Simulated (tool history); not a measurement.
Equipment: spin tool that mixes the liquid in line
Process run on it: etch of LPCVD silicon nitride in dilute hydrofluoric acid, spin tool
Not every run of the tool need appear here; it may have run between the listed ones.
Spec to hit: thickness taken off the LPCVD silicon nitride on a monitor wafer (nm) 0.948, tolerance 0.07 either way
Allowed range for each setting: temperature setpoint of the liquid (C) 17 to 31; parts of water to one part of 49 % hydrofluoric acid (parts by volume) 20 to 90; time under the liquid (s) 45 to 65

run  hour  temperature setpoint of the liquid (C)  parts of water to one part of 49 % hydrofluoric acid (parts by volume)  time under the liquid (s)  thickness taken off the LPCVD silicon nitride on a monitor wafer (nm)
  1     0                                      23                                                                      50                         65                                                                0.57913
  2   4.6                                      23                                                                      50                         65                                                                0.61619
  3  10.6                                      23                                                                      50                         45                                                                0.40161
  4  11.7                                      24                                                                      45                         45                                                                0.48205
  5  16.6                                      24                                                                      45                         45                                                                0.49702
  6  20.2                                      24                                                                      45                         45                                                                0.48533
  7  22.7                                      25                                                                      40                         50                                                                0.66703
  8  24.1                                      25                                                                      40                         50                                                                0.66875
  9  29.1                                    25.5                                                                      40                         50                                                                0.65865
 10  32.2                                      26                                                                      40                         50                                                                0.70233
 11  35.6                                    26.5                                                                      40                         50                                                                0.71868
 12  39.4                                      27                                                                      40                         50                                                                0.75143

Which single option among these 4 for the next run brings every result within its allowed miss of target? Just one does.
  A  43.2                                      31                                                                      50                         60                                                                      ?
  B  43.2                                    24.5                                                                      35                         55                                                                      ?
  C  43.2                                      27                                                                      55                         60                                                                      ?
  D  43.2                                      26                                                                      45                         65                                                                      ?

move  thickness taken off the LPCVD silicon nitride on a monitor wafer (nm)
   A                                                                0.94887
   B                                                                0.80431
   C                                                                0.66614
   D                                                                0.82268
A: all results in spec
B: better than the last run, though not everything is in spec
C: lands further from the targets than the last run did
D: better than the last run, though not everything is in spec
Correct choice: A, which meets every target
